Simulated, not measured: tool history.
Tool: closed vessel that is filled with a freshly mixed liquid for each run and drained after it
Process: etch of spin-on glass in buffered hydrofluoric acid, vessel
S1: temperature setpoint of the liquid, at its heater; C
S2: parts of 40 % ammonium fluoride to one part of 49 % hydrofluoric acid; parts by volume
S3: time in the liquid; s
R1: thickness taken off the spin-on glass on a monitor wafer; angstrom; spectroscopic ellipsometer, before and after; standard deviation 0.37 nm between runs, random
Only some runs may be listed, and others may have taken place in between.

| run | hour | S1 | S2 | S3 | R1 |
|---|---|---|---|---|---|
| 1 | 0.0 | 24.0 | 15.5 | 95 | 1376.30 |
| 2 | 2.3 | 22.5 | 16.5 | 95 | 1194.90 |
| 3 | 10.4 | 22.5 | 16.5 | 105 | 1313.70 |
| 4 | 11.8 | 21.5 | 17.5 | 105 | 1165.60 |
| 5 | 20.3 | 21.5 | 19.5 | 105 | 1062.90 |
| 6 | 21.7 | 20.5 | 20.0 | 105 | 969.05 |
| 7 | 27.4 | 20.0 | 20.5 | 105 | 928.88 |
| 8 | 35.5 | 20.0 | 20.5 | 105 | 922.28 |
| 9 | 41.0 | 20.0 | 20.5 | 105 | 924.43 |
| 10 | 44.9 | 19.5 | 21.0 | 105 | 880.57 |
| 11 | 49.2 | 19.0 | 21.5 | 105 | 854.39 |
| 12 | 50.1 | 18.5 | 22.0 | 105 | 818.00 |
| 13 | 51.7 | 18.0 | 22.5 | 105 | 780.46 |

Estimate the outcome of run 14 from the log above:
| 14 | 59.7 | 18.0 | 23.0 | 105 | ? |

Run 14 measured R1 765.01 angstrom.
